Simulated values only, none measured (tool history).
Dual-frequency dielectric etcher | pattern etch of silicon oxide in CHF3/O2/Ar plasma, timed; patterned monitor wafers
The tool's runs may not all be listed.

run,day,source power (kW),bias power (kW),etch time (s),mean etch depth across the wafer (Å)
1,0,0.47,0.14,236,4080.7
2,0.033,0.47,0.152,236,4189.5
3,0.208,0.45,0.148,235.5,4107.2
4,0.312,0.43,0.143,235,3973.1
5,0.604,0.43,0.143,214.5,3640.4
6,0.704,0.43,0.143,214.5,3641.8
7,0.767,0.42,0.143,214.5,3604.7
# day 0.821: wet clean of the chamber
8,0.821,0.41,0.143,214.5,3463.7

The next listed run, before its measurement:
9,1.167,0.4,0.143,214.5,?

mean etch depth across the wafer (Å): 3413.9
